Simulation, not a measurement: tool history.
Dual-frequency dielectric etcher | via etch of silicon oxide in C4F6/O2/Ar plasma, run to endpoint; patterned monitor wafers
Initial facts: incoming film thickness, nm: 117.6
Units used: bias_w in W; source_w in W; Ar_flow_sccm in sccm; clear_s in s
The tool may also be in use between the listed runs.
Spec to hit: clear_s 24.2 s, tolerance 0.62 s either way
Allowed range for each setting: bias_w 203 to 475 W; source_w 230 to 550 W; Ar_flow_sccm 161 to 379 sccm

run	day	bias_w	source_w	Ar_flow_sccm	clear_s
1	0	339	390	270	27.779
2	0.079	339	440	270	26.867
3	0.317	339	440	299	27.445
4	0.508	339	440	282	27.044
5	0.783	356	450	280	25.871
6	1.129	364	450	280	25.899
7	1.267	374	450	279	25.518
8	1.554	382	450	278	25.068
9	1.762	382	450	278	25.806

Exactly one of the 5 candidate moves below puts every result within its allowed miss. Which one?
A	1.971	355	450	264	?
B	1.971	389	430	285	?
C	1.971	407	490	270	?
D	1.971	376	480	277	?
E	1.971	411	270	321	?

move	clear_s
A	25.887
B	25.532
C	24.064
D	25.016
E	28.456
A: its largest miss is bigger than the last run's
B: better than the last run, though not everything is in spec
C: all results in spec
D: better than the last run, though not everything is in spec
E: its largest miss is bigger than the last run's
C meets every target.
